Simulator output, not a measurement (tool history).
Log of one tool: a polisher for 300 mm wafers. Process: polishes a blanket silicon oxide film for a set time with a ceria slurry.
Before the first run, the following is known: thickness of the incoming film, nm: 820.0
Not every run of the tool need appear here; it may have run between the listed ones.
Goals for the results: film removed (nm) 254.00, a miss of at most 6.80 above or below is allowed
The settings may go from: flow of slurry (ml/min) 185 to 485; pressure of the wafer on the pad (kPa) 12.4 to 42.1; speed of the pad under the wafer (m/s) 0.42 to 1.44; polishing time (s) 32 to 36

run	hour	flow of slurry (ml/min)	pressure of the wafer on the pad (kPa)	speed of the pad under the wafer (m/s)	polishing time (s)	film removed (nm)
1	0.0	310	26.9	0.92	36	141.74
2	4.7	310	29.6	0.92	36	156.16
3	11.1	310	31.7	0.92	36	168.55
4	15.6	310	37.9	0.92	36	195.89
# hour 16.6: head pressure recalibrated
5	16.6	310	37.9	0.84	36	201.79
6	19.8	310	37.9	0.70	36	167.55
7	22.7	315	38.6	0.76	36	184.69
8	24.3	325	39.3	0.80	36	200.30

5 candidate next runs follow, results not yet known. Just one meets every target within its allowed miss. Identify it.
A	25.9	365	41.4	0.88	36	?
B	25.9	395	39.3	0.74	35	?
C	25.9	255	34.5	1.20	34	?
D	25.9	305	42.1	1.02	34	?
E	25.9	340	40.7	1.04	36	?

move	film removed (nm)
A	234.31
B	184.34
C	241.76
D	255.53
E	269.51
A: nearer than the last run, and not there yet
B: misses by more than the last run did
C: nearer than the last run, and not there yet
D: hits every target within its allowed miss
E: carries the result that was furthest off beyond its target, to the other side
The move that meets every target is D.

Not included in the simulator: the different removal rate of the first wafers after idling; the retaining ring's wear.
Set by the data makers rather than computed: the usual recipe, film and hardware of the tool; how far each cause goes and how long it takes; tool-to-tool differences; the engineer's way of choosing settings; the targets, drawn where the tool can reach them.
